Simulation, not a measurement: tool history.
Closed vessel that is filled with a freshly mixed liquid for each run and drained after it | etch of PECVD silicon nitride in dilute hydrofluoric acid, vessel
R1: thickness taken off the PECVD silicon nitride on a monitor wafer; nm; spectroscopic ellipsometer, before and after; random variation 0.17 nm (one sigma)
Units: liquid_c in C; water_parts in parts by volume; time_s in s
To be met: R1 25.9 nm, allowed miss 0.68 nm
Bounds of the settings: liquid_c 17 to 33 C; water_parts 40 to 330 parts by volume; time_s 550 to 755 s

run 1 hour=0 | liquid_c=25 water_parts=185 time_s=755 | R1=13.736
run 2 hour=7.4 | liquid_c=25 water_parts=210 time_s=755 | R1=12.308
run 3 hour=8.3 | liquid_c=25 water_parts=185 time_s=755 | R1=13.894
run 4 hour=12.1 | liquid_c=27 water_parts=180 time_s=755 | R1=16.296
run 5 hour=18.1 | liquid_c=28.5 water_parts=175 time_s=755 | R1=18.112
run 6 hour=23.9 | liquid_c=28.5 water_parts=210 time_s=755 | R1=15.204
run 7 hour=31.8 | liquid_c=29.5 water_parts=200 time_s=755 | R1=16.979
run 8 hour=34.9 | liquid_c=30.5 water_parts=190 time_s=755 | R1=19.036
run 9 hour=36 | liquid_c=31 water_parts=185 time_s=755 | R1=20.258
run 10 hour=37 | liquid_c=31.5 water_parts=180 time_s=755 | R1=21.358
run 11 hour=38.5 | liquid_c=32 water_parts=175 time_s=755 | R1=22.497
run 12 hour=40.4 | liquid_c=32 water_parts=170 time_s=755 | R1=23.503
run 13 hour=42.6 | liquid_c=32.5 water_parts=165 time_s=755 | R1=24.421

5 next moves are on the table. One of them brings every result within its allowed miss. Which?
run A hour=44.8 | liquid_c=33 water_parts=160 time_s=755 | R1=?
run B hour=44.8 | liquid_c=33 water_parts=145 time_s=590 | R1=?
run C hour=44.8 | liquid_c=32.5 water_parts=145 time_s=725 | R1=?
run D hour=44.8 | liquid_c=33 water_parts=170 time_s=730 | R1=?
run E hour=44.8 | liquid_c=33 water_parts=170 time_s=755 | R1=?

move=A R1=26.059
move=B R1=22.534
move=C R1=26.873
move=D R1=23.67
move=E R1=24.481
A: meets every target
B: further off than the last run
C: takes the result that was furthest off past its target
D: further off than the last run
E: as far off as the last run
Move A is the one to make.

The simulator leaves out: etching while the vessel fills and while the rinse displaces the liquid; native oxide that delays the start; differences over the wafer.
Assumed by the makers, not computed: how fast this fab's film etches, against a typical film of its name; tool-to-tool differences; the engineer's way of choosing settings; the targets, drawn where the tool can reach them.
